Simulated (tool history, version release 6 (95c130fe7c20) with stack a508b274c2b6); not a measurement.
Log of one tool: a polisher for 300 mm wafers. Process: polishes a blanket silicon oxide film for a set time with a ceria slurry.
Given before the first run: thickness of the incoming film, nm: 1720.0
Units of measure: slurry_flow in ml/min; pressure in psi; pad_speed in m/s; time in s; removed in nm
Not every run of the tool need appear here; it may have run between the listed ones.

| run | day | slurry_flow | pressure | pad_speed | time | removed |
|---|---|---|---|---|---|---|
| 1 | 0.000 | 180 | 3.8 | 1.14 | 28 | 128.700 |
| 2 | 0.329 | 175 | 3.4 | 1.14 | 28 | 117.490 |
| 3 | 0.688 | 175 | 3.4 | 1.14 | 28 | 117.550 |
| 4 | 0.746 | 175 | 2.5 | 1.14 | 28 | 92.172 |
| 5 | 0.983 | 170 | 2.4 | 1.14 | 28 | 88.795 |
| 6 | 1.167 | 165 | 2.3 | 1.14 | 28 | 85.752 |

Run 7 has not been measured yet. What should we expect?
| 7 | 1.267 | 160 | 2.3 | 1.14 | 28 | ? |

removed: 86.223 nm

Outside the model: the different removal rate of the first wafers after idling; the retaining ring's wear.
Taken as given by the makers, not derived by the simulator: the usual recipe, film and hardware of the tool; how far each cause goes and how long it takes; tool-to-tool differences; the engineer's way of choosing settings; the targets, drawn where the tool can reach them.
